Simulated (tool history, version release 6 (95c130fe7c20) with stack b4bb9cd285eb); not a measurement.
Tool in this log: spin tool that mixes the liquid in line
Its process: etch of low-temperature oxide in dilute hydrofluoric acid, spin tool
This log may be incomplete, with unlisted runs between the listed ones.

run    day  temperature setpoint of the liquid (°C)  parts of water to one part of 49 % hydrofluoric acid (parts by volume)  time under the liquid (s)  thickness taken off the low-temperature oxide on a monitor wafer (Å)
  1      0                                       24                                                                     295                         85                                                                86.283
  2   0.25                                       23                                                                     305                         85                                                                80.317
  3  0.329                                       21                                                                     305                         85                                                                74.647
  4  0.604                                     20.5                                                                     315                         85                                                                69.902
  5  0.721                                     20.5                                                                     230                         85                                                                104.86
  6  0.979                                       20                                                                     245                         85                                                                95.448
  7  1.238                                     19.5                                                                     260                         85                                                                86.317
  8  1.596                                       19                                                                     270                         85                                                                79.938
  9  1.633                                       19                                                                     270                         85                                                                81.388
 10  1.908                                       19                                                                     280                         85                                                                78.088

Run 11 is up next; what results do you expect?
 11  2.175                                       19                                                                     290                         85                                                                     ?

Run 11 produced thickness taken off the low-temperature oxide on a monitor wafer (Å) 73.447.
